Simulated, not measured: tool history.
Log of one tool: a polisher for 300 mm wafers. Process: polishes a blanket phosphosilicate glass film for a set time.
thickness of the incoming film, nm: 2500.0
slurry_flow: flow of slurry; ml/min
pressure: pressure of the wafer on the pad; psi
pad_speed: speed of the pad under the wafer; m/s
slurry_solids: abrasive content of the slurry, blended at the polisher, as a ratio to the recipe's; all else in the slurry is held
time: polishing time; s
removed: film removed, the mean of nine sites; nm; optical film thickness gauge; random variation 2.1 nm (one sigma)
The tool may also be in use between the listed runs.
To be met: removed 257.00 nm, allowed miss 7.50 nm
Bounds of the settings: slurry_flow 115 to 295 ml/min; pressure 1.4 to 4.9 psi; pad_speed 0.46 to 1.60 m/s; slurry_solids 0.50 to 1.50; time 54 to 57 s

run 1 day=0.000 | slurry_flow=190 pressure=3.1 pad_speed=1.02 slurry_solids=1.00 time=54 | removed=396.74
run 2 day=0.096 | slurry_flow=190 pressure=3.1 pad_speed=0.82 slurry_solids=1.00 time=54 | removed=331.16
run 3 day=0.150 | slurry_flow=190 pressure=3.1 pad_speed=0.82 slurry_solids=1.00 time=57 | removed=346.90
run 4 day=0.292 | slurry_flow=190 pressure=3.7 pad_speed=0.82 slurry_solids=1.00 time=57 | removed=415.04
run 5 day=0.612 | slurry_flow=190 pressure=2.9 pad_speed=0.82 slurry_solids=1.00 time=57 | removed=326.10
run 6 day=0.917 | slurry_flow=185 pressure=2.8 pad_speed=0.82 slurry_solids=1.00 time=57 | removed=316.00
run 7 day=1.100 | slurry_flow=180 pressure=2.7 pad_speed=0.82 slurry_solids=1.00 time=57 | removed=310.09
run 8 day=1.208 | slurry_flow=180 pressure=2.7 pad_speed=0.82 slurry_solids=1.00 time=57 | removed=300.67
run 9 day=1.383 | slurry_flow=170 pressure=2.6 pad_speed=0.82 slurry_solids=1.00 time=57 | removed=295.89
run 10 day=1.596 | slurry_flow=170 pressure=2.5 pad_speed=0.82 slurry_solids=1.00 time=57 | removed=281.97
run 11 day=1.700 | slurry_flow=170 pressure=2.5 pad_speed=0.82 slurry_solids=1.00 time=57 | removed=280.53
run 12 day=1.950 | slurry_flow=165 pressure=2.5 pad_speed=0.82 slurry_solids=1.00 time=57 | removed=280.11
-- day=2.171 slurry nozzle cleaned
run 13 day=2.171 | slurry_flow=160 pressure=2.5 pad_speed=0.82 slurry_solids=1.00 time=57 | removed=293.65
run 14 day=2.367 | slurry_flow=170 pressure=2.5 pad_speed=0.82 slurry_solids=1.00 time=57 | removed=296.48
run 15 day=2.538 | slurry_flow=170 pressure=2.4 pad_speed=0.82 slurry_solids=1.00 time=57 | removed=280.22
run 16 day=2.800 | slurry_flow=170 pressure=2.3 pad_speed=0.82 slurry_solids=1.00 time=57 | removed=271.70

Which of these 4 next moves meets every target?
run A day=3.062 | slurry_flow=150 pressure=2.1 pad_speed=0.94 slurry_solids=1.00 time=54 | removed=?
run B day=3.062 | slurry_flow=160 pressure=2.5 pad_speed=0.70 slurry_solids=0.95 time=54 | removed=?
run C day=3.062 | slurry_flow=150 pressure=2.6 pad_speed=0.74 slurry_solids=1.10 time=57 | removed=?
run D day=3.062 | slurry_flow=150 pressure=2.5 pad_speed=0.82 slurry_solids=1.00 time=54 | removed=?

move=A removed=259.21
move=B removed=235.22
move=C removed=292.51
move=D removed=273.53
A: meets every target
B: takes the result that was furthest off past its target
C: further off than the last run
D: further off than the last run
Answer: A
